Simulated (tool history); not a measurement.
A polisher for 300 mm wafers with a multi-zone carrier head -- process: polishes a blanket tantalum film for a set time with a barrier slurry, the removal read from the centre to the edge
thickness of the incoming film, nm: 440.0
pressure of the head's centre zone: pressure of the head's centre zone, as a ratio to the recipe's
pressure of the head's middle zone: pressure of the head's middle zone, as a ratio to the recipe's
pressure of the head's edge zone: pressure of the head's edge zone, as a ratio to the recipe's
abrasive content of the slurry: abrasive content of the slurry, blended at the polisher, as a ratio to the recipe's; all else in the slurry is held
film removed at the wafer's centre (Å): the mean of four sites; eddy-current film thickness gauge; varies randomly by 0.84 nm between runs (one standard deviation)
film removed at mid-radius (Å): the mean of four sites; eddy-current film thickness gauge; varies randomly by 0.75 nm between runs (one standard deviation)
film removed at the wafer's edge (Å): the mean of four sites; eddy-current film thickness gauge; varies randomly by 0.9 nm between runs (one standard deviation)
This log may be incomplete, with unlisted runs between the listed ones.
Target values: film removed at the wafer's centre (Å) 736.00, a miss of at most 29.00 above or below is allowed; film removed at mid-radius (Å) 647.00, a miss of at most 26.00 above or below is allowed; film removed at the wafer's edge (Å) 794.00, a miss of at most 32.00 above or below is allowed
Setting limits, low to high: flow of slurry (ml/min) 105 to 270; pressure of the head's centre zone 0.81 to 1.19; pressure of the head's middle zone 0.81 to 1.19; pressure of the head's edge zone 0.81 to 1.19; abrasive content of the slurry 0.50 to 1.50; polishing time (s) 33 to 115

run,hour,flow of slurry (ml/min),pressure of the head's centre zone,pressure of the head's middle zone,pressure of the head's edge zone,abrasive content of the slurry,polishing time (s),film removed at the wafer's centre (Å),film removed at mid-radius (Å),film removed at the wafer's edge (Å)
1,0.0,175,1.00,1.00,1.00,1.00,73,811.12,819.65,804.60
2,0.9,170,1.00,0.97,1.01,1.00,73,824.40,789.56,813.17
3,4.1,170,0.96,0.97,1.01,1.00,73,781.72,789.69,818.74
4,7.0,170,0.96,0.97,0.97,1.00,73,796.25,790.40,807.56
5,11.8,170,0.96,1.03,0.97,1.00,73,788.18,829.56,800.59
6,20.7,170,0.96,1.03,0.97,1.00,56,604.28,631.19,623.23
7,21.9,210,1.02,0.93,1.07,1.25,57,729.81,649.48,710.92
8,30.3,210,1.01,0.92,1.08,1.30,57,728.46,666.65,740.27
# hour 38.1: worn pad replaced by a new one
9,38.1,210,1.01,0.91,1.09,1.30,57,811.19,701.97,810.71
10,40.9,205,1.00,0.90,1.08,1.25,57,776.96,694.68,774.33

Exactly one of the 4 candidate moves below puts every result within its allowed miss. Which one?
A,43.7,200,0.97,0.97,1.12,1.30,54,?,?,?
B,43.7,195,0.95,0.81,1.08,1.25,58,?,?,?
C,43.7,170,0.88,0.92,0.97,1.30,60,?,?,?
D,43.7,225,1.13,0.83,1.07,1.35,53,?,?,?

move,film removed at the wafer's centre (Å),film removed at mid-radius (Å),film removed at the wafer's edge (Å)
A,716.20,711.31,760.50
B,741.05,648.60,792.72
C,699.03,735.97,771.87
D,843.11,629.80,747.57
A: lands further from the targets than the last run did
B: all results in spec
C: lands further from the targets than the last run did
D: gets the furthest-off result to its target, but another result is out of tolerance
B meets every target.
